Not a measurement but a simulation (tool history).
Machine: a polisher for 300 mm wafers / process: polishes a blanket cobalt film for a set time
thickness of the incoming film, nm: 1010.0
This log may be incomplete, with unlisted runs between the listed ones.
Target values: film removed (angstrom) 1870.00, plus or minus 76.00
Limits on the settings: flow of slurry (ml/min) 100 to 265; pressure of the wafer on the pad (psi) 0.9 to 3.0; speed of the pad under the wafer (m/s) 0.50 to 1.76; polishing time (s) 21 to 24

| run | hour | flow of slurry (ml/min) | pressure of the wafer on the pad (psi) | speed of the pad under the wafer (m/s) | polishing time (s) | film removed (angstrom) |
|---|---|---|---|---|---|---|
| 1 | 0.0 | 170 | 1.9 | 1.12 | 24 | 1125.10 |
| 2 | 0.6 | 170 | 2.1 | 1.12 | 24 | 1214.60 |
| 3 | 7.3 | 170 | 1.8 | 1.12 | 24 | 1048.00 |
| 4 | 15.1 | 170 | 2.0 | 1.12 | 24 | 1191.80 |
| 5 | 19.4 | 130 | 2.0 | 1.12 | 24 | 1122.10 |
| 6 | 24.3 | 130 | 2.0 | 1.12 | 21 | 971.03 |
| 7 | 32.8 | 145 | 2.2 | 1.12 | 21 | 1105.40 |
| 8 | 41.8 | 155 | 2.4 | 1.14 | 21 | 1235.50 |
| 9 | 46.6 | 165 | 2.5 | 1.16 | 21 | 1324.10 |
| 10 | 49.1 | 175 | 2.6 | 1.18 | 21 | 1415.80 |
| 11 | 55.3 | 180 | 2.7 | 1.20 | 21 | 1494.40 |
| 12 | 61.5 | 185 | 2.8 | 1.22 | 21 | 1601.90 |
| 13 | 68.4 | 190 | 2.8 | 1.24 | 21 | 1621.50 |
| 14 | 72.1 | 195 | 2.8 | 1.26 | 21 | 1638.40 |

Which single option among these 5 for the next run brings every result within its allowed miss of target? Just one does.
| A | 75.8 | 125 | 3.0 | 1.14 | 24 | ? |
| B | 75.8 | 180 | 3.0 | 1.14 | 22 | ? |
| C | 75.8 | 190 | 2.8 | 1.28 | 21 | ? |
| D | 75.8 | 195 | 3.0 | 1.28 | 22 | ? |
| E | 75.8 | 240 | 3.0 | 1.04 | 24 | ? |

| move | film removed (angstrom) |
|---|---|
| A | 1706.10 |
| B | 1679.60 |
| C | 1691.00 |
| D | 1902.70 |
| E | 1742.90 |
A: an improvement on the last run, though not all results are within tolerance
B: an improvement on the last run, though not all results are within tolerance
C: an improvement on the last run, though not all results are within tolerance
D: meets every target
E: an improvement on the last run, though not all results are within tolerance
D is the move that brings every result within its allowed miss.

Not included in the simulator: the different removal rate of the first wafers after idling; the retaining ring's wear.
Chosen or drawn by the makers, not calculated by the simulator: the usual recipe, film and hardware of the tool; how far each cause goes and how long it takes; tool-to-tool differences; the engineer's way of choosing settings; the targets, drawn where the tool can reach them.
